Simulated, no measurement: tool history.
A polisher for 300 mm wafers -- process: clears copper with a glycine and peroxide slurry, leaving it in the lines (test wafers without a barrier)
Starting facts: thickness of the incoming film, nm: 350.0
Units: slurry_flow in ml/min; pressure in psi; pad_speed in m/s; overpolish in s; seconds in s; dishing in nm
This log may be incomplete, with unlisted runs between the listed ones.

Run 1, hour 0.0: slurry_flow 205 ml/min, pressure 2.2 psi, pad_speed 1.10 m/s, overpolish 13 s. Result: seconds 81.993 s, dishing 40.324 nm.
Run 2, hour 9.0: slurry_flow 205 ml/min, pressure 2.2 psi, pad_speed 1.36 m/s, overpolish 13 s. Result: seconds 67.258 s, dishing 44.172 nm.
Run 3, hour 17.7: slurry_flow 205 ml/min, pressure 2.2 psi, pad_speed 1.48 m/s, overpolish 13 s. Result: seconds 63.178 s, dishing 50.707 nm.
Run 4, hour 21.5: slurry_flow 200 ml/min, pressure 2.0 psi, pad_speed 1.42 m/s, overpolish 13 s. Result: seconds 72.317 s, dishing 42.459 nm.
Run 5, hour 26.6: slurry_flow 235 ml/min, pressure 2.0 psi, pad_speed 1.42 m/s, overpolish 13 s. Result: seconds 70.671 s, dishing 46.465 nm.
Run 6, hour 29.0: slurry_flow 230 ml/min, pressure 1.8 psi, pad_speed 1.40 m/s, overpolish 13 s. Result: seconds 77.906 s, dishing 38.760 nm.
Run 7, hour 35.1: slurry_flow 225 ml/min, pressure 1.6 psi, pad_speed 1.38 m/s, overpolish 14 s. Result: seconds 86.851 s, dishing 39.204 nm.
Run 8, hour 38.8: slurry_flow 220 ml/min, pressure 1.5 psi, pad_speed 1.36 m/s, overpolish 14 s. Result: seconds 92.675 s, dishing 37.082 nm.
Run 9, hour 40.8: slurry_flow 215 ml/min, pressure 1.4 psi, pad_speed 1.36 m/s, overpolish 14 s. Result: seconds 97.067 s, dishing 35.858 nm.
Run 10, hour 46.2: slurry_flow 215 ml/min, pressure 1.4 psi, pad_speed 1.36 m/s, overpolish 14 s. Result: seconds 100.280 s, dishing 35.033 nm.
Run 11, hour 47.5: slurry_flow 205 ml/min, pressure 1.4 psi, pad_speed 1.36 m/s, overpolish 14 s. Result: seconds 99.033 s, dishing 35.627 nm.
Run 12, hour 48.3: slurry_flow 205 ml/min, pressure 1.4 psi, pad_speed 1.36 m/s, overpolish 14 s. Result: seconds 98.805 s, dishing 35.068 nm.
Run 13, hour 53.9: slurry_flow 200 ml/min, pressure 1.3 psi, pad_speed 1.36 m/s, overpolish 14 s. Result: seconds 103.690 s, dishing 32.707 nm.
Run 14, hour 60.4: slurry_flow 195 ml/min, pressure 1.3 psi, pad_speed 1.36 m/s, overpolish 14 s. Result: seconds 104.580 s, dishing 33.700 nm.
Run 15, hour 68.1: slurry_flow 190 ml/min, pressure 1.3 psi, pad_speed 1.36 m/s, overpolish 14 s. Result: seconds 104.920 s, dishing 32.927 nm.
Run 16, hour 75.2: slurry_flow 190 ml/min, pressure 1.3 psi, pad_speed 1.36 m/s, overpolish 14 s. Result: seconds 105.010 s, dishing 34.661 nm.
Run 17, hour 82.7: slurry_flow 185 ml/min, pressure 1.3 psi, pad_speed 1.36 m/s, overpolish 14 s. Result: seconds 106.910 s, dishing 31.982 nm.
Run 18, hour 86.5: slurry_flow 175 ml/min, pressure 1.3 psi, pad_speed 1.36 m/s, overpolish 14 s. Result: seconds 108.350 s, dishing 32.716 nm.

Estimate the outcome of run 19 from the log above:
Run 19, hour 94.9: slurry_flow 170 ml/min, pressure 1.3 psi, pad_speed 1.36 m/s, overpolish 14 s. Result: seconds ?, dishing ?.

{"run 19": {"seconds": 107.5, "dishing": 33.505}}
